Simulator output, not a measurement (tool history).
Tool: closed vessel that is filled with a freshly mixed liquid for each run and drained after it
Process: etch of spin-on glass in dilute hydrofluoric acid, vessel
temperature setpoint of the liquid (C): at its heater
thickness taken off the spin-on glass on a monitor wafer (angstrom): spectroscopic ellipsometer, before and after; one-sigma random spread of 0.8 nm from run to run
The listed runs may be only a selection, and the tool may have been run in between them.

run	day	temperature setpoint of the liquid (C)	parts of water to one part of 49 % hydrofluoric acid (parts by volume)	time in the liquid (s)	thickness taken off the spin-on glass on a monitor wafer (angstrom)
1	0	23	150	260	679.48
2	0.25	23	150	280	743.07
3	0.596	24.5	150	280	783.61
4	0.812	26.5	150	280	832.38
5	1.054	26.5	170	280	727.24
6	1.392	28	165	280	793.95

Expected results for the next run?
7	1.771	29	165	280	?

For run 7 the tool returned thickness taken off the spin-on glass on a monitor wafer (angstrom) 827.99.

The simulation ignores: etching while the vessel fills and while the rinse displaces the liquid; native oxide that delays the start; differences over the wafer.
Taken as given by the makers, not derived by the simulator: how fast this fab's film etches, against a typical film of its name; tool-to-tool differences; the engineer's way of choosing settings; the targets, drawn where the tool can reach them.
